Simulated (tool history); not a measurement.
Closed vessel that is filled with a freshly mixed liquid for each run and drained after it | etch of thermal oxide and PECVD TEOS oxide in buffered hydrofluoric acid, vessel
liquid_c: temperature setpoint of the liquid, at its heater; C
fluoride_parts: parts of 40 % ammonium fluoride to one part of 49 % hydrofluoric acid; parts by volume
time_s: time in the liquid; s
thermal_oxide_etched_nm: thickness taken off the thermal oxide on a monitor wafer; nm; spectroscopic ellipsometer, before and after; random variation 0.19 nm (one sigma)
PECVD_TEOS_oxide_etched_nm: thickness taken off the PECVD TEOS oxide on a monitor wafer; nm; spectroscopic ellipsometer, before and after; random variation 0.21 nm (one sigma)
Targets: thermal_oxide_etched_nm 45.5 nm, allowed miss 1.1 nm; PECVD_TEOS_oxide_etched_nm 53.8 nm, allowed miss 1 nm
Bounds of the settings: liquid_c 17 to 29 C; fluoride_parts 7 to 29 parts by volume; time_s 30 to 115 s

run 1 hour=0 | liquid_c=21 fluoride_parts=18 time_s=60 | thermal_oxide_etched_nm=36.459 PECVD_TEOS_oxide_etched_nm=43.217
run 2 hour=7.3 | liquid_c=17.5 fluoride_parts=18 time_s=60 | thermal_oxide_etched_nm=30.089 PECVD_TEOS_oxide_etched_nm=35.531
run 3 hour=10.3 | liquid_c=19.5 fluoride_parts=18 time_s=60 | thermal_oxide_etched_nm=33.596 PECVD_TEOS_oxide_etched_nm=39.688
run 4 hour=18.1 | liquid_c=21 fluoride_parts=18 time_s=60 | thermal_oxide_etched_nm=36.41 PECVD_TEOS_oxide_etched_nm=42.953
run 5 hour=26.6 | liquid_c=22 fluoride_parts=18 time_s=60 | thermal_oxide_etched_nm=38.756 PECVD_TEOS_oxide_etched_nm=45.49
run 6 hour=33.9 | liquid_c=23 fluoride_parts=18 time_s=60 | thermal_oxide_etched_nm=40.596 PECVD_TEOS_oxide_etched_nm=47.943
run 7 hour=37.7 | liquid_c=23.5 fluoride_parts=18 time_s=60 | thermal_oxide_etched_nm=41.659 PECVD_TEOS_oxide_etched_nm=49.296
run 8 hour=43.2 | liquid_c=24 fluoride_parts=18 time_s=60 | thermal_oxide_etched_nm=43.409 PECVD_TEOS_oxide_etched_nm=50.782
run 9 hour=46.5 | liquid_c=24.5 fluoride_parts=18 time_s=60 | thermal_oxide_etched_nm=44.076 PECVD_TEOS_oxide_etched_nm=52.054

4 next moves are on the table. One of them brings every result within its allowed miss. Which?
run A hour=49.8 | liquid_c=27 fluoride_parts=14 time_s=40 | thermal_oxide_etched_nm=? PECVD_TEOS_oxide_etched_nm=?
run B hour=49.8 | liquid_c=27 fluoride_parts=20 time_s=60 | thermal_oxide_etched_nm=? PECVD_TEOS_oxide_etched_nm=?
run C hour=49.8 | liquid_c=20.5 fluoride_parts=15.5 time_s=70 | thermal_oxide_etched_nm=? PECVD_TEOS_oxide_etched_nm=?
run D hour=49.8 | liquid_c=24.5 fluoride_parts=19 time_s=60 | thermal_oxide_etched_nm=? PECVD_TEOS_oxide_etched_nm=?

move=A thermal_oxide_etched_nm=43.336 PECVD_TEOS_oxide_etched_nm=51.073
move=B thermal_oxide_etched_nm=45.795 PECVD_TEOS_oxide_etched_nm=53.971
move=C thermal_oxide_etched_nm=48.289 PECVD_TEOS_oxide_etched_nm=56.91
move=D thermal_oxide_etched_nm=42.134 PECVD_TEOS_oxide_etched_nm=49.656
A: further off than the last run
B: meets every target
C: takes the result that was furthest off past its target
D: further off than the last run
Answer: B
